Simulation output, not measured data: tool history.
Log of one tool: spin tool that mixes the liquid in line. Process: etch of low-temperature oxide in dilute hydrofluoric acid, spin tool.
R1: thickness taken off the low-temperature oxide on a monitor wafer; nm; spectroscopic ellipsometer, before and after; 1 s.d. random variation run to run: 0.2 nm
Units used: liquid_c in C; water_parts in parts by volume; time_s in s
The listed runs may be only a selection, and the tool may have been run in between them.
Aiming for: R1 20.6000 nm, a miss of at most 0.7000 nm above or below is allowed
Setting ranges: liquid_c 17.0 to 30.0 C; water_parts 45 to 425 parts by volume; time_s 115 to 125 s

{"run": 1, "hour": 0.0, "liquid_c": 22.0, "water_parts": 235, "time_s": 115, "R1": 8.1906}
{"run": 2, "hour": 3.0, "liquid_c": 22.0, "water_parts": 270, "time_s": 115, "R1": 6.9907}
{"run": 3, "hour": 4.4, "liquid_c": 20.5, "water_parts": 270, "time_s": 115, "R1": 6.6313}
{"run": 4, "hour": 10.4, "liquid_c": 20.5, "water_parts": 240, "time_s": 115, "R1": 7.6288}
{"run": 5, "hour": 16.8, "liquid_c": 23.0, "water_parts": 195, "time_s": 115, "R1": 10.841}
{"run": 6, "hour": 25.1, "liquid_c": 23.0, "water_parts": 195, "time_s": 125, "R1": 11.798}
{"run": 7, "hour": 28.0, "liquid_c": 25.0, "water_parts": 175, "time_s": 125, "R1": 14.216}
{"run": 8, "hour": 36.2, "liquid_c": 29.0, "water_parts": 130, "time_s": 125, "R1": 24.138}
{"run": 9, "hour": 39.2, "liquid_c": 28.0, "water_parts": 130, "time_s": 125, "R1": 22.506}
{"run": 10, "hour": 43.8, "liquid_c": 27.5, "water_parts": 130, "time_s": 125, "R1": 22.487}
{"run": 11, "hour": 47.0, "liquid_c": 27.0, "water_parts": 130, "time_s": 125, "R1": 22.369}
{"run": 12, "hour": 48.2, "liquid_c": 26.5, "water_parts": 130, "time_s": 125, "R1": 21.392}

Which one of the following 5 next-run settings gets every result inside its allowed miss? There is exactly one.
{"run": "A", "hour": 49.4, "liquid_c": 28.5, "water_parts": 150, "time_s": 120, "R1": "?"}
{"run": "B", "hour": 49.4, "liquid_c": 26.0, "water_parts": 145, "time_s": 125, "R1": "?"}
{"run": "C", "hour": 49.4, "liquid_c": 24.0, "water_parts": 115, "time_s": 125, "R1": "?"}
{"run": "D", "hour": 49.4, "liquid_c": 26.0, "water_parts": 130, "time_s": 120, "R1": "?"}
{"run": "E", "hour": 49.4, "liquid_c": 28.0, "water_parts": 150, "time_s": 120, "R1": "?"}

move=A R1=18.9730
move=B R1=18.7510
move=C R1=22.7000
move=D R1=20.4490
move=E R1=18.6290
A: pushes the last run's worst result past its target
B: pushes the last run's worst result past its target
C: further off than the last run
D: hits every target within its allowed miss
E: pushes the last run's worst result past its target
The move that meets every target is D.

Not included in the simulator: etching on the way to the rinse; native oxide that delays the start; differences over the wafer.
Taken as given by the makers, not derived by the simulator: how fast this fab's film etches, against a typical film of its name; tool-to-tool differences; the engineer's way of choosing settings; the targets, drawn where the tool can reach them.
